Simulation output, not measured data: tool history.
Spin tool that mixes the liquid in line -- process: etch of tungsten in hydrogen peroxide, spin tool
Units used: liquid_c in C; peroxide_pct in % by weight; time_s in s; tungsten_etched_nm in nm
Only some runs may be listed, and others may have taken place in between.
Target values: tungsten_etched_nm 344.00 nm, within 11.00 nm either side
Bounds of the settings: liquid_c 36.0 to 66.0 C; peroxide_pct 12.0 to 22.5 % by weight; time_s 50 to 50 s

{"run": 1, "hour": 0.0, "liquid_c": 52.0, "peroxide_pct": 15.5, "time_s": 50, "tungsten_etched_nm": 142.16}
{"run": 2, "hour": 1.1, "liquid_c": 54.0, "peroxide_pct": 15.5, "time_s": 50, "tungsten_etched_nm": 160.16}
{"run": 3, "hour": 6.1, "liquid_c": 54.0, "peroxide_pct": 13.5, "time_s": 50, "tungsten_etched_nm": 150.53}
{"run": 4, "hour": 9.4, "liquid_c": 56.0, "peroxide_pct": 14.0, "time_s": 50, "tungsten_etched_nm": 171.14}
{"run": 5, "hour": 13.3, "liquid_c": 56.0, "peroxide_pct": 12.0, "time_s": 50, "tungsten_etched_nm": 161.25}
{"run": 6, "hour": 15.2, "liquid_c": 57.5, "peroxide_pct": 13.0, "time_s": 50, "tungsten_etched_nm": 179.56}
{"run": 7, "hour": 16.6, "liquid_c": 65.5, "peroxide_pct": 16.5, "time_s": 50, "tungsten_etched_nm": 317.93}
{"run": 8, "hour": 24.8, "liquid_c": 65.5, "peroxide_pct": 17.0, "time_s": 50, "tungsten_etched_nm": 325.04}

Below are 4 possible settings for the next run. Only one of them brings all results inside the allowed miss of their targets. Which is it?
{"run": "A", "hour": 33.0, "liquid_c": 66.0, "peroxide_pct": 18.0, "time_s": 50, "tungsten_etched_nm": "?"}
{"run": "B", "hour": 33.0, "liquid_c": 63.0, "peroxide_pct": 20.5, "time_s": 50, "tungsten_etched_nm": "?"}
{"run": "C", "hour": 33.0, "liquid_c": 64.5, "peroxide_pct": 15.5, "time_s": 50, "tungsten_etched_nm": "?"}
{"run": "D", "hour": 33.0, "liquid_c": 66.0, "peroxide_pct": 16.0, "time_s": 50, "tungsten_etched_nm": "?"}

move=A tungsten_etched_nm=342.77
move=B tungsten_etched_nm=309.25
move=C tungsten_etched_nm=292.57
move=D tungsten_etched_nm=323.17
A: meets every target
B: misses by more than the last run did
C: misses by more than the last run did
D: misses by more than the last run did
Answer: A

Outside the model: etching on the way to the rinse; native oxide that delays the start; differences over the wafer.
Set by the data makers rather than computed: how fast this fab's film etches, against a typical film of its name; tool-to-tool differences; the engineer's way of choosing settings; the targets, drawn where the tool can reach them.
